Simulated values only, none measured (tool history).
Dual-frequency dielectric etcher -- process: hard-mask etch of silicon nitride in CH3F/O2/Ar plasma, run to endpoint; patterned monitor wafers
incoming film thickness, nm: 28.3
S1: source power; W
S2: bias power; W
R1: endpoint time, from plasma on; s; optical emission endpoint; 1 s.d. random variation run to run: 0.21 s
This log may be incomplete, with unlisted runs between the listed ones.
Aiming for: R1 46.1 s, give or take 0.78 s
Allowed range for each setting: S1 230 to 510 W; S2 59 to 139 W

Run 1, hour 0: S1 370 W, S2 99 W. Result: R1 37.392 s.
Run 2, hour 3.2: S1 370 W, S2 89 W. Result: R1 38.658 s.
Run 3, hour 6.2: S1 420 W, S2 89 W. Result: R1 36.788 s.
Run 4, hour 13.3: S1 390 W, S2 86 W. Result: R1 38.201 s.
Run 5, hour 20.4: S1 360 W, S2 83 W. Result: R1 40.124 s.
Run 6, hour 24: S1 360 W, S2 100 W. Result: R1 37.812 s.
Run 7, hour 31.3: S1 340 W, S2 96 W. Result: R1 39.246 s.
Run 8, hour 33.2: S1 320 W, S2 94 W. Result: R1 40.749 s.
Run 9, hour 33.8: S1 300 W, S2 93 W. Result: R1 42.058 s.
Run 10, hour 37.1: S1 290 W, S2 93 W. Result: R1 42.719 s.
Run 11, hour 45.7: S1 230 W, S2 88 W. Result: R1 48.974 s.
Run 12, hour 50.9: S1 240 W, S2 88 W. Result: R1 47.95 s.
Run 13, hour 51.8: S1 250 W, S2 88 W. Result: R1 46.664 s.

Next run, 5 choices. One meets every target within its allowed miss, the rest don't. Which?
Run A, hour 52.7: S1 280 W, S2 86 W. Result: R1 ?.
Run B, hour 52.7: S1 280 W, S2 69 W. Result: R1 ?.
Run C, hour 52.7: S1 240 W, S2 89 W. Result: R1 ?.
Run D, hour 52.7: S1 240 W, S2 87 W. Result: R1 ?.
Run E, hour 52.7: S1 260 W, S2 85 W. Result: R1 ?.

move      R1
   A   44.66
   B  47.336
   C  47.859
   D  48.166
   E  46.511
A: moves the result that the last run missed by most past its target, out the other side
B: moves away from the targets compared with the last run
C: moves away from the targets compared with the last run
D: moves away from the targets compared with the last run
E: in spec on every target
Answer: E

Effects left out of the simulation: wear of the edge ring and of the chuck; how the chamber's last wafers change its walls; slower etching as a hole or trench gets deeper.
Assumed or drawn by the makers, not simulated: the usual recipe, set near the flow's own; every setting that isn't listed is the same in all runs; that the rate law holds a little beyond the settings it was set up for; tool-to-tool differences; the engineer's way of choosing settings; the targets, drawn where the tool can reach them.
